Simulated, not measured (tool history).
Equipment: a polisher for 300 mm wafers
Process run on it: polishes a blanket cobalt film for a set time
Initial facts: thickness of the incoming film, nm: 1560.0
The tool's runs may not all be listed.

run	hour	flow of slurry (ml/min)	pressure of the wafer on the pad (psi)	speed of the pad under the wafer (m/s)	polishing time (s)	film removed (Å)
1	0	235	1.5	1.22	43	2153.8
2	6.2	230	1.5	1.22	43	2145.2
3	7.1	225	1.5	1.22	43	2170.2
4	10	225	1.5	1.22	45	2250.2
5	16.6	225	1.5	1.36	45	2464
6	18.7	220	1.4	1.36	45	2298.2
7	20.8	200	1	1.36	45	1640.3
8	26.1	220	1	1.36	45	1670.5

What will run 9 give?
9	32.7	235	1	1.36	45	?

film removed (Å): 1663.9
